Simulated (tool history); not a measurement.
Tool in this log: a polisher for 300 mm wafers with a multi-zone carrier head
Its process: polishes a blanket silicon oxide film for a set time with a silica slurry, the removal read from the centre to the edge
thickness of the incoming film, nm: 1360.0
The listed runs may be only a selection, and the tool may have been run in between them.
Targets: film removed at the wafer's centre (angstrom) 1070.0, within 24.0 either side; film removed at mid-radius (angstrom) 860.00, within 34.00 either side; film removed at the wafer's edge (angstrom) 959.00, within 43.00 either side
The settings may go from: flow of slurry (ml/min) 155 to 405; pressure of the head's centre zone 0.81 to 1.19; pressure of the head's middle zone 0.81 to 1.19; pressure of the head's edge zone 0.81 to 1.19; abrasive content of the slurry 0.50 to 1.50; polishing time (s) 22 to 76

| run | hour | flow of slurry (ml/min) | pressure of the head's centre zone | pressure of the head's middle zone | pressure of the head's edge zone | abrasive content of the slurry | polishing time (s) | film removed at the wafer's centre (angstrom) | film removed at mid-radius (angstrom) | film removed at the wafer's edge (angstrom) |
|---|---|---|---|---|---|---|---|---|---|---|
| 1 | 0.0 | 260 | 1.00 | 1.00 | 1.00 | 1.00 | 49 | 1550.6 | 1546.10 | 1593.30 |
| 2 | 2.7 | 260 | 1.00 | 1.06 | 1.00 | 1.00 | 49 | 1558.0 | 1639.00 | 1613.50 |
| 3 | 6.5 | 260 | 1.00 | 1.06 | 0.94 | 1.00 | 49 | 1545.8 | 1675.50 | 1538.30 |
| 4 | 11.3 | 305 | 1.00 | 1.06 | 0.94 | 1.00 | 49 | 1603.3 | 1646.00 | 1552.20 |
| 5 | 12.6 | 335 | 0.99 | 0.99 | 0.92 | 0.85 | 46 | 1425.7 | 1409.90 | 1401.60 |
| 6 | 21.0 | 335 | 0.99 | 0.99 | 0.92 | 0.85 | 36 | 1099.5 | 1116.70 | 1088.40 |
| 7 | 22.5 | 335 | 1.02 | 0.93 | 0.91 | 0.75 | 36 | 1093.0 | 1004.00 | 1056.10 |
| 8 | 24.5 | 325 | 1.04 | 0.90 | 0.88 | 0.70 | 36 | 1066.9 | 946.06 | 1016.10 |
| 9 | 30.3 | 325 | 1.04 | 0.90 | 0.88 | 0.70 | 36 | 1071.5 | 941.35 | 991.20 |
| 10 | 36.0 | 320 | 1.05 | 0.88 | 0.87 | 0.70 | 36 | 1091.8 | 938.14 | 1025.60 |
| 11 | 44.8 | 320 | 1.06 | 0.87 | 0.86 | 0.65 | 36 | 1070.3 | 905.31 | 990.66 |

Which of these 5 next moves meets every target?
| A | 53.6 | 370 | 0.96 | 0.88 | 0.83 | 0.65 | 39 | ? | ? | ? |
| B | 53.6 | 360 | 1.11 | 0.94 | 0.83 | 0.75 | 34 | ? | ? | ? |
| C | 53.6 | 260 | 1.01 | 0.84 | 0.92 | 0.55 | 43 | ? | ? | ? |
| D | 53.6 | 300 | 1.11 | 0.88 | 0.95 | 0.80 | 32 | ? | ? | ? |
| E | 53.6 | 315 | 0.95 | 0.81 | 0.89 | 0.65 | 39 | ? | ? | ? |

| move | film removed at the wafer's centre (angstrom) | film removed at mid-radius (angstrom) | film removed at the wafer's edge (angstrom) |
|---|---|---|---|
| A | 1073.6 | 999.69 | 1041.30 |
| B | 1137.3 | 965.54 | 952.52 |
| C | 1128.8 | 964.56 | 1079.70 |
| D | 1074.1 | 864.97 | 935.73 |
| E | 1045.0 | 920.46 | 1047.60 |
A: misses by more than the last run did
B: misses by more than the last run did
C: misses by more than the last run did
D: every result lands within tolerance
E: misses by more than the last run did
Correct choice: D, which meets every target

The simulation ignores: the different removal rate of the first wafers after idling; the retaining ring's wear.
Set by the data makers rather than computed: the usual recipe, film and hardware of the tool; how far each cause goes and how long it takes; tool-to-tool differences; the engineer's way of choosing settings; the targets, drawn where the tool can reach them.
